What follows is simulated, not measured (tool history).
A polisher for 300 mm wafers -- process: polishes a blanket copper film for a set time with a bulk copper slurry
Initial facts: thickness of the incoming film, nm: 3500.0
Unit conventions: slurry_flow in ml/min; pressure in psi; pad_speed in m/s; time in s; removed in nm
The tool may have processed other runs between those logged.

run  hour  slurry_flow  pressure  pad_speed  slurry_solids  time  removed
  1     0          250         3       1.42              1    36   464.17
  2   1.7          250       3.2       1.42              1    36   493.19
  3   3.5          250       3.2       1.42           0.85    36      467
  4   9.9          250       3.4       1.42           0.85    36   491.68
  5  14.6          250       3.6       1.42           0.85    36   519.76
  6  19.3          250       3.7       1.42           0.85    36   534.18

What will run 7 give?
     20.7  -- slurry nozzle cleaned
  7  20.7          250       3.8       1.42           0.85    36        ?

{"run 7": {"removed": 548.17}}
